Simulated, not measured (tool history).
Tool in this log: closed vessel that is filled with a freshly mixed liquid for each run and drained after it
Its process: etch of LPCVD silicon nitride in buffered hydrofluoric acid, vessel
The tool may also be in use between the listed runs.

run	hour	temperature setpoint of the liquid (K)	parts of 40 % ammonium fluoride to one part of 49 % hydrofluoric acid (parts by volume)	time in the liquid (s)	thickness taken off the LPCVD silicon nitride on a monitor wafer (Å)
1	0	297.15	14	630	72.587
2	9.1	294.15	14	630	62.42
3	13.5	297.15	14	630	74.377
4	22.5	298.65	14	630	78.805
5	30.4	299.65	13.5	630	87.968
6	36.4	300.65	13	630	94.144
7	40.6	301.15	12.5	630	102.59

The next listed run, before its measurement:
8	42	301.65	12.5	630	?

thickness taken off the LPCVD silicon nitride on a monitor wafer (Å): 105.6

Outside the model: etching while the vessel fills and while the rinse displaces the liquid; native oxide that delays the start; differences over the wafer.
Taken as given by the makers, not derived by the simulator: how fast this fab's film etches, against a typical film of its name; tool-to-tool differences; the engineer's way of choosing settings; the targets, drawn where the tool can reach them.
